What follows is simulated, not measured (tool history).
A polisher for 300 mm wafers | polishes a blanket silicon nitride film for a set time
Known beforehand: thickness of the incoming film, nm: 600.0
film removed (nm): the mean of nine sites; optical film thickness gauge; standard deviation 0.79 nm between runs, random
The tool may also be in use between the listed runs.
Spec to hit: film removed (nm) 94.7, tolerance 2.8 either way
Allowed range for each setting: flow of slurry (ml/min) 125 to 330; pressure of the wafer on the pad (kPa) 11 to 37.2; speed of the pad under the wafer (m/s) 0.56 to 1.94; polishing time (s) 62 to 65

run  hour  flow of slurry (ml/min)  pressure of the wafer on the pad (kPa)  speed of the pad under the wafer (m/s)  polishing time (s)  film removed (nm)
  1     0                      210                                    24.1                                    1.24                  62             143.99
  2   4.4                      210                                    18.6                                    1.24                  62                112
  3   5.5                      210                                    24.1                                    1.24                  62             145.19
  4  14.3                      210                                    22.8                                    1.24                  62             135.18
     15.9  -- slurry nozzle cleaned
  5  15.9                      210                                    22.8                                    1.06                  62             122.79
  6  21.5                      210                                    22.1                                    1.06                  62             119.93
  7  25.6                      210                                    21.4                                    1.06                  62             116.51
  8  28.2                      195                                    15.9                                    1.04                  62             86.208
  9  33.6                      200                                    15.9                                    1.04                  62             84.671
 10  40.3                      205                                    15.9                                    1.04                  62             86.623

Which of these 5 next moves meets every target?
  A    47                      210                                    15.9                                    1.16                  65                  ?
  B    47                      200                                    17.2                                    1.06                  65                  ?
  C    47                      220                                    16.5                                     1.2                  62                  ?
  D    47                      185                                    17.2                                    1.16                  62                  ?
  E    47                      205                                    19.3                                    0.94                  62                  ?

move  film removed (nm)
   A             99.186
   B             99.637
   C             101.59
   D             101.44
   E             96.547
A: carries the result that was furthest off beyond its target, to the other side
B: carries the result that was furthest off beyond its target, to the other side
C: carries the result that was furthest off beyond its target, to the other side
D: carries the result that was furthest off beyond its target, to the other side
E: all results in spec
E is the move that brings every result within its allowed miss.
